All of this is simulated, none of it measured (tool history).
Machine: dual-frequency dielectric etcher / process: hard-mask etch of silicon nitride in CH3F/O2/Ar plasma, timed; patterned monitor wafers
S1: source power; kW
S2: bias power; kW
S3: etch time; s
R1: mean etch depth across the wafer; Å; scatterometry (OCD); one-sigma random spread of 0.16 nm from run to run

Run 1, hour 0.0: S1 0.510 kW, S2 0.101 kW, S3 114.5 s. Result: R1 970.45 Å.
Run 2, hour 4.9: S1 0.570 kW, S2 0.101 kW, S3 114.5 s. Result: R1 1025.20 Å.
Run 3, hour 10.8: S1 0.490 kW, S2 0.093 kW, S3 113.5 s. Result: R1 925.79 Å.
Run 4, hour 18.2: S1 0.440 kW, S2 0.087 kW, S3 112.5 s. Result: R1 856.82 Å.
Run 5, hour 24.5: S1 0.440 kW, S2 0.104 kW, S3 112.5 s. Result: R1 897.45 Å.
Run 6, hour 29.0: S1 0.440 kW, S2 0.091 kW, S3 112.5 s. Result: R1 866.71 Å.
Run 7, hour 30.3: S1 0.400 kW, S2 0.089 kW, S3 112.5 s. Result: R1 821.16 Å.
Run 8, hour 35.3: S1 0.370 kW, S2 0.088 kW, S3 112.5 s. Result: R1 789.90 Å.
At hour 38.3: source power generator calibrated.
Run 9, hour 38.3: S1 0.360 kW, S2 0.088 kW, S3 112.5 s. Result: R1 789.11 Å.

Run 10 comes next. What will it give?
Run 10, hour 42.4: S1 0.340 kW, S2 0.088 kW, S3 112.5 s. Result: R1 ?.

R1: 763.15 Å
